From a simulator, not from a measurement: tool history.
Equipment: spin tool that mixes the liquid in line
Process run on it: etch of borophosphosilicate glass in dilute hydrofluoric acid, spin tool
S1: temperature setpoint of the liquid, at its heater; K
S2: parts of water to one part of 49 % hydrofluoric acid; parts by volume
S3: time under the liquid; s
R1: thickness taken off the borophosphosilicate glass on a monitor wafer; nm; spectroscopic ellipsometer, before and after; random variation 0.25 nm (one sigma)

run 1 hour=0.0 | S1=297.15 S2=70 S3=45 | R1=18.622
run 2 hour=7.5 | S1=295.65 S2=70 S3=45 | R1=17.585
run 3 hour=15.0 | S1=297.65 S2=60 S3=45 | R1=22.092
run 4 hour=23.7 | S1=297.65 S2=60 S3=45 | R1=22.399
run 5 hour=28.8 | S1=300.65 S2=60 S3=45 | R1=25.195
run 6 hour=35.8 | S1=301.65 S2=55 S3=45 | R1=28.834
run 7 hour=39.7 | S1=302.15 S2=50 S3=45 | R1=32.885
run 8 hour=41.7 | S1=302.65 S2=45 S3=45 | R1=36.941

Forecast run 9:
run 9 hour=49.8 | S1=303.15 S2=45 S3=45 | R1=?

Run 9 measured R1 37.523 nm.
